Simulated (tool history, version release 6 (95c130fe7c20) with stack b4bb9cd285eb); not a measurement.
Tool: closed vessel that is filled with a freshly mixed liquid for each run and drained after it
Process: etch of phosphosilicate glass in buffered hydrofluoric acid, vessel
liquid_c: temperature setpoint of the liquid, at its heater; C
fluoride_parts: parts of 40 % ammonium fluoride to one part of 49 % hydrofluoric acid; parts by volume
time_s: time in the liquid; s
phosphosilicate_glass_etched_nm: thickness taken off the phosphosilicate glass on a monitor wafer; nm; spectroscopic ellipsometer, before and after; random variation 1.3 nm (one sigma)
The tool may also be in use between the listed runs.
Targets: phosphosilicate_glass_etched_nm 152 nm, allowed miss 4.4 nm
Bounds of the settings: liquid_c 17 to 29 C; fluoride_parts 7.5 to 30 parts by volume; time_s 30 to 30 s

run  hour  liquid_c  fluoride_parts  time_s  phosphosilicate_glass_etched_nm
  1     0        21            20.5      30                           103.76
  2   3.3      19.5            20.5      30                           93.232
  3   7.3        22            20.5      30                           107.88
  4  13.7        22            20.5      30                           108.01
  5  19.1        22            20.5      30                           109.84
  6  20.2      25.5            20.5      30                           131.12
  7  21.3      26.5            20.5      30                           139.63
  8  24.7        27            20.5      30                           141.17
  9  33.4      27.5            20.5      30                           145.95

4 next moves are on the table. One of them brings every result within its allowed miss. Which?
  A  42.1        24              18      30                                ?
  B  42.1        27              20      30                                ?
  C  42.1        28              20      30                                ?
  D  42.1      27.5              22      30                                ?

move  phosphosilicate_glass_etched_nm
   A                           134.48
   B                           142.62
   C                           150.47
   D                           137.23
A: further off than the last run
B: further off than the last run
C: meets every target
D: further off than the last run
Answer: C
